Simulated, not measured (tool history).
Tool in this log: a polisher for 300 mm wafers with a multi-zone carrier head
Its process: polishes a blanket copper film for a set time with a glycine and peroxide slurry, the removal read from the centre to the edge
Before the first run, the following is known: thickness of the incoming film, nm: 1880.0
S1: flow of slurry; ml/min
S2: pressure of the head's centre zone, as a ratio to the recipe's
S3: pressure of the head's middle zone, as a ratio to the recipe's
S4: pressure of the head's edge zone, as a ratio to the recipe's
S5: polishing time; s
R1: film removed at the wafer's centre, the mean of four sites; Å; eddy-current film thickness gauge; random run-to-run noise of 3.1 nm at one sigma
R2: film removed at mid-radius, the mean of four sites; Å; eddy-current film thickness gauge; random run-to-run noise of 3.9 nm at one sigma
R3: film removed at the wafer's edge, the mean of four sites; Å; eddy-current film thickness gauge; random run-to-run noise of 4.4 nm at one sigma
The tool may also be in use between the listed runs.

run,hour,S1,S2,S3,S4,S5,R1,R2,R3
1,0,315,1,1,1,36,2104.3,2139.8,2072.7
2,7.7,315,0.98,0.99,1.04,39,2223.1,2245.9,2401.2
3,15.9,315,0.99,1.02,1.07,40,2261.5,2439.1,2484.1
4,22.3,315,1,1.02,1.09,41,2401.4,2481.8,2528.9
5,25.5,315,1.08,1.02,1.09,41,2543.9,2460,2528.5
6,33.1,315,1.06,1.03,1.11,42,2643,2493.5,2635.3
7,41.1,315,1.03,1.04,1.13,43,2552.5,2593.5,2721.5

Estimate the outcome of run 8 from the log above:
8,48.2,315,1.02,1.05,1.14,44,?,?,?

{"run 8": {"R1": 2562.2, "R2": 2712, "R3": 2838.7}}
